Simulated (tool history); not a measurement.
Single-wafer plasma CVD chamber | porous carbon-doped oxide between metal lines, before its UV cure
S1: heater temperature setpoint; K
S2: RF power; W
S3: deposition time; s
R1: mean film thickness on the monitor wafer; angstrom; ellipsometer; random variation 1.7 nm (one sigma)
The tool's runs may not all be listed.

| run | day | S1 | S2 | S3 | R1 |
|---|---|---|---|---|---|
| 1 | 0 | 553.15 | 665 | 60 | 3650.3 |
| 2 | 0.042 | 553.15 | 590 | 60 | 3371.6 |
| 3 | 0.35 | 548.15 | 610 | 60.1 | 3580.2 |
| 4 | 0.521 | 548.15 | 610 | 61.9 | 3662.7 |
| 5 | 0.588 | 544.15 | 620 | 61.9 | 3817.6 |
| 6 | 0.912 | 544.15 | 620 | 60 | 3703.9 |
|  | 0.938 | RF generator calibrated |
| 7 | 0.938 | 541.15 | 625 | 60 | 4008.7 |

Run 8 comes next. What will it give?
| 8 | 1.179 | 540.15 | 625 | 60 | ? |

Run 8 gave R1 4031 angstrom.
